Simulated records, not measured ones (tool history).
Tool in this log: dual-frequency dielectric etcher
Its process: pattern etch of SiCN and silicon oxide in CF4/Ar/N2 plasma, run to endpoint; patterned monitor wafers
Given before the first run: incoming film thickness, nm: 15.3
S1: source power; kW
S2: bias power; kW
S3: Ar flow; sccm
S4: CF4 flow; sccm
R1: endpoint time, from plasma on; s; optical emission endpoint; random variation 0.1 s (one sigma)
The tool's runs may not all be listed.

{"run": 1, "hour": 0.0, "S1": 0.42, "S2": 0.068, "S3": 83, "S4": 64, "R1": 16.415}
{"run": 2, "hour": 4.4, "S1": 0.42, "S2": 0.076, "S3": 83, "S4": 64, "R1": 15.729}
{"run": 3, "hour": 11.7, "S1": 0.42, "S2": 0.087, "S3": 83, "S4": 64, "R1": 15.017}
{"run": 4, "hour": 15.9, "S1": 0.42, "S2": 0.094, "S3": 83, "S4": 64, "R1": 14.661}
{"run": 5, "hour": 20.6, "S1": 0.42, "S2": 0.094, "S3": 83, "S4": 54, "R1": 14.932}
{"run": 6, "hour": 24.5, "S1": 0.42, "S2": 0.094, "S3": 83, "S4": 42, "R1": 15.682}
{"hour": 30.0, "done": "source power generator calibrated"}
{"run": 7, "hour": 30.0, "S1": 0.34, "S2": 0.093, "S3": 83, "S4": 42, "R1": 20.436}
{"run": 8, "hour": 37.1, "S1": 0.35, "S2": 0.093, "S3": 83, "S4": 42, "R1": 19.952}

Run 9 is up next; what results do you expect?
{"run": 9, "hour": 44.0, "S1": 0.36, "S2": 0.093, "S3": 83, "S4": 42, "R1": "?"}

Logged for run 9: R1 19.324 s.

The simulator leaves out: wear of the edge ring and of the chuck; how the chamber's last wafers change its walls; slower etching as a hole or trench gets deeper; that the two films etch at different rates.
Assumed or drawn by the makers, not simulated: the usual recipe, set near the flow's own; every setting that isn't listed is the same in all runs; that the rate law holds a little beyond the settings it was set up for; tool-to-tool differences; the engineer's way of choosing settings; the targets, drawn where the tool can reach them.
